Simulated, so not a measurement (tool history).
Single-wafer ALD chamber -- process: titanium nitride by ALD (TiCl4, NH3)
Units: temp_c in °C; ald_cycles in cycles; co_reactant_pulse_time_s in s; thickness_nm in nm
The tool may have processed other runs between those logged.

| run | hour | temp_c | ald_cycles | co_reactant_pulse_time_s | thickness_nm |
|---|---|---|---|---|---|
| 1 | 0.0 | 380 | 45 | 1.45 | 0.97661 |
| 2 | 1.2 | 372 | 44 | 1.16 | 0.91657 |
| 3 | 1.9 | 369 | 44 | 1.01 | 0.88559 |
| 4 | 2.4 | 368 | 44 | 0.96 | 0.88194 |
| 5 | 10.1 | 364 | 44 | 0.96 | 0.86891 |
| 6 | 15.3 | 373 | 44 | 0.96 | 0.89118 |
| 7 | 22.8 | 372 | 44 | 0.89 | 0.88383 |
| 8 | 27.4 | 371 | 44 | 0.84 | 0.86565 |

Run 9 has not been measured yet. What should we expect?
| 9 | 35.1 | 371 | 44 | 0.82 | ? |

thickness_nm: 0.86913 nm

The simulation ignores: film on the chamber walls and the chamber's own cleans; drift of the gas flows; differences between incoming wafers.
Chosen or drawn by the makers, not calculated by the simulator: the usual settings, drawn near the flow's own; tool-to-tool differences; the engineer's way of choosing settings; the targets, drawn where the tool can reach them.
